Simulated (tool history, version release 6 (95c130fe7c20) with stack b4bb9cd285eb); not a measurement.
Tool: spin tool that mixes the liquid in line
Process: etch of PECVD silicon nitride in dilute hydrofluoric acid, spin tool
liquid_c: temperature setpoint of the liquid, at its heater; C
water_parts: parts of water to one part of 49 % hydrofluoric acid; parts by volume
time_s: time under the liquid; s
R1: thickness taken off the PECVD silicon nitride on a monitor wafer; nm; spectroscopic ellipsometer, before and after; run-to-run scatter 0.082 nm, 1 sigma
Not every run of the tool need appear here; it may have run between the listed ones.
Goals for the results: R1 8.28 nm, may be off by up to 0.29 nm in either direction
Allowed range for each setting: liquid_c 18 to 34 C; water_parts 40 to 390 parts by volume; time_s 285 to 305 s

Run 1, hour 0: liquid_c 26 C, water_parts 215 parts by volume, time_s 285 s. Result: R1 4.5231 nm.
Run 2, hour 1.9: liquid_c 28.5 C, water_parts 205 parts by volume, time_s 285 s. Result: R1 5.3917 nm.
Run 3, hour 10.7: liquid_c 28.5 C, water_parts 205 parts by volume, time_s 305 s. Result: R1 5.8955 nm.
Run 4, hour 15.9: liquid_c 28.5 C, water_parts 205 parts by volume, time_s 285 s. Result: R1 5.489 nm.
Run 5, hour 20.5: liquid_c 25 C, water_parts 205 parts by volume, time_s 285 s. Result: R1 4.4212 nm.
Run 6, hour 28: liquid_c 28 C, water_parts 195 parts by volume, time_s 285 s. Result: R1 5.5535 nm.
Run 7, hour 34.4: liquid_c 30 C, water_parts 190 parts by volume, time_s 285 s. Result: R1 6.4678 nm.
Run 8, hour 40.1: liquid_c 31.5 C, water_parts 190 parts by volume, time_s 285 s. Result: R1 7.1309 nm.

Next run, 4 choices. One meets every target within its allowed miss, the rest don't. Which?
Run A, hour 45.8: liquid_c 30.5 C, water_parts 165 parts by volume, time_s 305 s. Result: R1 ?.
Run B, hour 45.8: liquid_c 33.5 C, water_parts 225 parts by volume, time_s 305 s. Result: R1 ?.
Run C, hour 45.8: liquid_c 31 C, water_parts 185 parts by volume, time_s 305 s. Result: R1 ?.
Run D, hour 45.8: liquid_c 31.5 C, water_parts 200 parts by volume, time_s 285 s. Result: R1 ?.

move      R1
   A  8.3177
   B  7.2103
   C  7.6261
   D  6.7762
A: all results land within tolerance of their targets
B: closer than the last run, but not yet in spec
C: closer than the last run, but not yet in spec
D: further off than the last run
A is the move that brings every result within its allowed miss.
